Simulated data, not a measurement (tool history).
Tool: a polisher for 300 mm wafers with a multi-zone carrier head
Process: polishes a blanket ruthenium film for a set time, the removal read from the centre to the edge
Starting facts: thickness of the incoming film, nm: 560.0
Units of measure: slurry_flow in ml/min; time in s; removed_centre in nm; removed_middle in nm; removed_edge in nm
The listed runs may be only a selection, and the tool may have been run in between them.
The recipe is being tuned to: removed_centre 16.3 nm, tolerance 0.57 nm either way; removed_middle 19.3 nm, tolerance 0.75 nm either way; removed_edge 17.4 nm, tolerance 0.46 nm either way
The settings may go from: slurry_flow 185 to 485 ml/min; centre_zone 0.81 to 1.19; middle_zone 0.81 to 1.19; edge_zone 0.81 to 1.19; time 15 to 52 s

| run | hour | slurry_flow | centre_zone | middle_zone | edge_zone | time | removed_centre | removed_middle | removed_edge |
|---|---|---|---|---|---|---|---|---|---|
| 1 | 0 | 310 | 1 | 1 | 1 | 33 | 23.673 | 23.86 | 22.755 |
| 2 | 5.2 | 265 | 1 | 1 | 1 | 33 | 23.28 | 23.435 | 23.132 |
| 3 | 11.5 | 270 | 0.98 | 1 | 0.98 | 32 | 22.248 | 22.436 | 21.728 |
| 4 | 15.3 | 265 | 0.95 | 1.01 | 0.97 | 31 | 21.017 | 21.93 | 21.223 |
| 5 | 20.3 | 270 | 0.93 | 1.02 | 0.96 | 30 | 20.1 | 21.299 | 20.188 |
| 6 | 25.4 | 270 | 0.97 | 1.02 | 0.96 | 30 | 20.907 | 22.011 | 20.467 |
| 7 | 29.3 | 270 | 0.95 | 1.02 | 0.95 | 29 | 19.712 | 20.947 | 19.629 |
| 8 | 36.9 | 270 | 0.95 | 1.02 | 0.95 | 29 | 19.588 | 20.839 | 19.607 |
| 9 | 42.8 | 270 | 0.93 | 1.02 | 0.94 | 29 | 19.307 | 20.938 | 19.694 |
| 10 | 48.8 | 275 | 0.92 | 1.02 | 0.93 | 28 | 18.229 | 20.397 | 18.598 |
| 11 | 53.1 | 275 | 0.91 | 1.01 | 0.92 | 28 | 18.225 | 20.225 | 19 |
| 12 | 58.9 | 275 | 0.9 | 1.01 | 0.91 | 28 | 18.042 | 19.916 | 18.693 |
| 13 | 67.3 | 275 | 0.89 | 1.01 | 0.9 | 28 | 17.66 | 19.889 | 18.623 |
| 14 | 74.6 | 275 | 0.89 | 1.01 | 0.89 | 28 | 17.559 | 19.997 | 18.276 |
| 15 | 76.2 | 275 | 0.88 | 1.01 | 0.88 | 28 | 17.4 | 20.363 | 18.365 |
| 16 | 78.7 | 275 | 0.88 | 1 | 0.87 | 28 | 17.39 | 20.138 | 18.202 |
| 17 | 87.5 | 275 | 0.88 | 1 | 0.86 | 28 | 17.517 | 20.316 | 18.245 |

Exactly one of the 4 candidate moves below puts every result within its allowed miss. Which one?
| A | 96.3 | 305 | 0.82 | 1.07 | 0.81 | 28 | ? | ? | ? |
| B | 96.3 | 220 | 0.89 | 0.99 | 0.85 | 30 | ? | ? | ? |
| C | 96.3 | 370 | 0.9 | 1.02 | 0.88 | 29 | ? | ? | ? |
| D | 96.3 | 315 | 0.84 | 0.98 | 0.82 | 27 | ? | ? | ? |

| move | removed_centre | removed_middle | removed_edge |
|---|---|---|---|
| A | 16.273 | 21.061 | 17.904 |
| B | 18.523 | 20.707 | 19.325 |
| C | 18.733 | 21.165 | 19.417 |
| D | 16.101 | 18.885 | 17.403 |
A: puts the biggest miss on target and leaves a different result outside tolerance
B: the biggest miss grows against the last run
C: the biggest miss grows against the last run
D: all results land within tolerance of their targets
So the answer is move D, the one that meets all the targets.
